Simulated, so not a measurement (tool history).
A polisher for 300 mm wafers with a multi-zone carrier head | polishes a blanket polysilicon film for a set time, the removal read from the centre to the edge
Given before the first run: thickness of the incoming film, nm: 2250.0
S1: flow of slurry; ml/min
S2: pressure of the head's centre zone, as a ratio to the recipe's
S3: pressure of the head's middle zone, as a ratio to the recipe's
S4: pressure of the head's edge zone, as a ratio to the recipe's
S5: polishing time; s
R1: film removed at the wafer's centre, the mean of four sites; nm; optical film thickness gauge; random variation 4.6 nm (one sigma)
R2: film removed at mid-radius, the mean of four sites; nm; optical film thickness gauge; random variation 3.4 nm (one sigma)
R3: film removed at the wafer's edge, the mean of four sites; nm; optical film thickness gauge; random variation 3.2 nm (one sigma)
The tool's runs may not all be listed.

run,hour,S1,S2,S3,S4,S5,R1,R2,R3
1,0.0,230,1.00,1.00,1.00,69,894.16,926.99,880.44
2,8.5,225,0.99,0.99,0.98,65,830.73,854.86,823.49
3,14.6,225,0.98,0.99,0.96,61,765.09,794.18,759.39
4,22.5,225,0.98,1.06,0.96,61,781.32,847.96,758.91
5,27.7,250,0.98,1.06,0.96,61,784.25,863.42,764.36
6,28.4,250,0.97,1.05,0.95,58,736.64,809.08,728.21
7,29.9,245,0.96,1.04,0.93,56,702.70,772.87,694.08
8,36.7,245,0.95,1.03,0.92,54,662.23,743.38,666.42
9,41.2,245,0.95,1.02,0.91,52,650.73,704.03,635.69
10,41.9,245,0.95,1.02,0.91,52,657.44,716.31,647.71
11,44.8,200,0.85,0.93,0.81,35,376.49,424.94,403.08
12,51.8,215,0.86,0.94,0.82,35,385.29,433.75,400.01
13,54.2,215,0.86,0.94,0.82,35,394.42,441.74,400.13
14,62.9,215,0.87,0.95,0.85,35,391.91,441.20,406.62
15,63.8,215,0.87,0.95,0.85,35,388.41,441.37,412.84

Predict the results of run 16:
16,69.8,230,0.88,0.96,0.87,35,?,?,?

{"run 16": {"R1": 396.73, "R2": 447.97, "R3": 416.02}}
